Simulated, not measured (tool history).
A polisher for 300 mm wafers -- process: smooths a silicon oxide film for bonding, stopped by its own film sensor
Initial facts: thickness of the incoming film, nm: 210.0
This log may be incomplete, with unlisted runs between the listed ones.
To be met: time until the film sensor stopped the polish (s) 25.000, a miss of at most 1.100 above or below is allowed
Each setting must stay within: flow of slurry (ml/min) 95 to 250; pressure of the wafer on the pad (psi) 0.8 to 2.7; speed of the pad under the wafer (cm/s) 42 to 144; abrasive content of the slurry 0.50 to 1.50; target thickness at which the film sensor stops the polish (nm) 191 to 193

run,hour,flow of slurry (ml/min),pressure of the wafer on the pad (psi),speed of the pad under the wafer (cm/s),abrasive content of the slurry,target thickness at which the film sensor stops the polish (nm),time until the film sensor stopped the polish (s)
1,0.0,160,1.7,92,1.00,191,35.160
2,5.7,160,1.8,92,1.00,191,34.093
3,14.3,160,1.9,92,1.00,191,31.726
4,18.3,160,1.9,92,1.00,191,31.266
5,23.1,145,1.9,92,1.00,191,31.930
6,32.0,125,1.9,92,1.00,191,33.310
7,38.4,135,2.0,92,1.00,191,31.228
8,45.3,145,2.1,92,1.00,191,29.344
9,53.2,150,2.2,92,1.00,191,27.834
10,58.5,155,2.2,92,1.00,191,27.583
11,63.9,160,2.2,92,1.00,191,27.746
12,72.5,160,2.3,92,1.00,191,26.635

Below are 5 possible settings for the next run. Only one of them brings all results inside the allowed miss of their targets. Which is it?
A,81.1,160,2.5,80,1.00,191,?
B,81.1,185,2.7,78,1.05,191,?
C,81.1,175,2.5,76,0.85,191,?
D,81.1,170,2.3,80,0.95,192,?
E,81.1,165,2.3,86,1.00,191,?

move,time until the film sensor stopped the polish (s)
A,27.328
B,24.720
C,30.508
D,28.537
E,27.848
A: the biggest miss grows against the last run
B: every result lands within tolerance
C: the biggest miss grows against the last run
D: the biggest miss grows against the last run
E: the biggest miss grows against the last run
So the answer is move B, the one that meets all the targets.
